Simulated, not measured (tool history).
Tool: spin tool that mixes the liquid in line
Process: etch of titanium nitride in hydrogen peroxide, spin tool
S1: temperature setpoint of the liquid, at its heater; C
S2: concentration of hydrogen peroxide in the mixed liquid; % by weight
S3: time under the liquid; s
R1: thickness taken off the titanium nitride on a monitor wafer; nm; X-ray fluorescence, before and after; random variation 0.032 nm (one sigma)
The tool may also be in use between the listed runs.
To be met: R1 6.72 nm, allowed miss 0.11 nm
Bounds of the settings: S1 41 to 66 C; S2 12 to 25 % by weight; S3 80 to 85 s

run  hour    S1  S2  S3      R1
  1     0    57  17  80  9.4969
  2   1.3  62.5  17  80  13.708
  3     9  62.5  14  80  13.206
  4  15.5  62.5  14  80  13.185
  5  24.4  62.5  12  80  12.797
  6  26.7  59.5  12  80  10.449
  7  28.1  59.5  12  80  10.283
  8  29.4  57.5  12  80  9.0388
  9  36.4    56  12  80  8.1567
     41.7  -- peroxide flow meter replaced
 10  41.7  52.5  12  80  6.2164
 11  44.1    53  12  80  6.5346

Which of these 5 next moves meets every target?
  A  46.5    52  12  85   ?
  B  46.5  52.5  12  80   ?
  C  46.5    54  12  80   ?
  D  46.5  51.5  12  85   ?
  E  46.5    52  15  85   ?

move      R1
   A  6.4104
   B   6.252
   C  6.9526
   D  6.1854
   E   6.717
A: further off than the last run
B: further off than the last run
C: takes the result that was furthest off past its target
D: further off than the last run
E: meets every target
The right move is E.

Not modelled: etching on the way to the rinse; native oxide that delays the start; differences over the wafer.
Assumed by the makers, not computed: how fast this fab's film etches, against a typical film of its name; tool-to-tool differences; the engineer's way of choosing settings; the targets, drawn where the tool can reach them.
